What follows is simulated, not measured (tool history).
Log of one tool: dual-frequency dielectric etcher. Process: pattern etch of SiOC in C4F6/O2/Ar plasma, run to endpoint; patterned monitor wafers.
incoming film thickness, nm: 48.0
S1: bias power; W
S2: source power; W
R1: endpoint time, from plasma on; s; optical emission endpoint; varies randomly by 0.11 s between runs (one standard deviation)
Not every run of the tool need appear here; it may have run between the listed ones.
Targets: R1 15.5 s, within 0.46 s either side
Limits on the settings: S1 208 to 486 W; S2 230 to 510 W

run	day	S1	S2	R1
1	0	347	370	18.21
2	0.075	347	330	19.334
3	0.242	294	330	20.637
4	0.55	245	330	22.214
5	0.904	208	330	24.017
6	1	240	340	22.104
7	1.333	268	350	21.109
8	1.612	292	360	19.96
9	1.833	312	370	19.231
10	1.929	329	370	18.622
11	2	343	370	18.373
12	2.054	343	370	18.348
13	2.267	343	370	18.367

Which one of the following 4 next-run settings gets every result inside its allowed miss? There is exactly one.
A	2.479	414	440	?
B	2.479	402	380	?
C	2.479	368	450	?
D	2.479	382	400	?

move	R1
A	15.652
B	16.993
C	16.25
D	16.927
A: in spec on every target
B: closer than the last run, but not yet in spec
C: closer than the last run, but not yet in spec
D: closer than the last run, but not yet in spec
A is the move that brings every result within its allowed miss.

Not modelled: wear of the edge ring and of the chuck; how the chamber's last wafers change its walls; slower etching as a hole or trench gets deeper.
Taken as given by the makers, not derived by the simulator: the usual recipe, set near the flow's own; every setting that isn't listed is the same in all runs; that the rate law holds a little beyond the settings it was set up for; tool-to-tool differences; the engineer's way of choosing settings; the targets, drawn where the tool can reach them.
